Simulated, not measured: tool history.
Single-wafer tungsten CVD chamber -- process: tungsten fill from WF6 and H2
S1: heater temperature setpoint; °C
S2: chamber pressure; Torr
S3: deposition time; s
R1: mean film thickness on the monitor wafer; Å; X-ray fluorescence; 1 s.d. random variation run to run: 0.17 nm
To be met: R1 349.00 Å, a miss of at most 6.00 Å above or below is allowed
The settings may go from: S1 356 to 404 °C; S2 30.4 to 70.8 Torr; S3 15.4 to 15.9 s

run 1 hour=0.0 | S1=380 S2=50.6 S3=15.4 | R1=375.64
run 2 hour=8.9 | S1=380 S2=59.0 S3=15.4 | R1=392.54
run 3 hour=17.6 | S1=380 S2=62.2 S3=15.4 | R1=394.32
run 4 hour=26.0 | S1=380 S2=59.0 S3=15.4 | R1=392.84
run 5 hour=26.9 | S1=380 S2=50.7 S3=15.4 | R1=378.26
run 6 hour=34.5 | S1=379 S2=50.7 S3=15.4 | R1=369.36
run 7 hour=40.6 | S1=377 S2=50.6 S3=15.4 | R1=356.93
run 8 hour=44.9 | S1=377 S2=50.6 S3=15.4 | R1=356.93

Exactly one of the 5 candidate moves below puts every result within its allowed miss. Which one?
run A hour=49.2 | S1=377 S2=55.6 S3=15.8 | R1=?
run B hour=49.2 | S1=375 S2=59.8 S3=15.5 | R1=?
run C hour=49.2 | S1=376 S2=51.8 S3=15.9 | R1=?
run D hour=49.2 | S1=380 S2=45.5 S3=15.4 | R1=?
run E hour=49.2 | S1=378 S2=45.2 S3=15.4 | R1=?

move=A R1=375.39
move=B R1=362.43
move=C R1=363.89
move=D R1=365.79
move=E R1=352.24
A: further off than the last run
B: further off than the last run
C: further off than the last run
D: further off than the last run
E: in spec on every target
The right move is E.
